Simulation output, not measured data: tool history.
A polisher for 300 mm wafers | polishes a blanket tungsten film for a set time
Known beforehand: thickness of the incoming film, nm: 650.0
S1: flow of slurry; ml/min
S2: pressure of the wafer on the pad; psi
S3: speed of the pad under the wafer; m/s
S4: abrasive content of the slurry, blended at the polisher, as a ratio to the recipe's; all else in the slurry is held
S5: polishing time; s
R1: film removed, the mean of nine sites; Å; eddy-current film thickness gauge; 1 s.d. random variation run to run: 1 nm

run  hour   S1   S2    S3   S4  S5      R1
  1   0.0  315  4.8  0.84  1.0  22  1341.0
  2   5.2  315  4.6  0.84  1.0  22  1291.8
  3   9.8  315  4.5  0.84  1.0  22  1260.6
  4  13.4  315  4.5  1.00  1.0  22  1471.5
  5  14.2  315  4.2  1.00  1.0  22  1393.5
  6  16.3  315  4.0  1.00  1.0  22  1323.1

Run 7 has not been measured yet. What should we expect?
  7  25.3  315  3.9  1.00  1.0  22   ?

R1: 1292.3 Å

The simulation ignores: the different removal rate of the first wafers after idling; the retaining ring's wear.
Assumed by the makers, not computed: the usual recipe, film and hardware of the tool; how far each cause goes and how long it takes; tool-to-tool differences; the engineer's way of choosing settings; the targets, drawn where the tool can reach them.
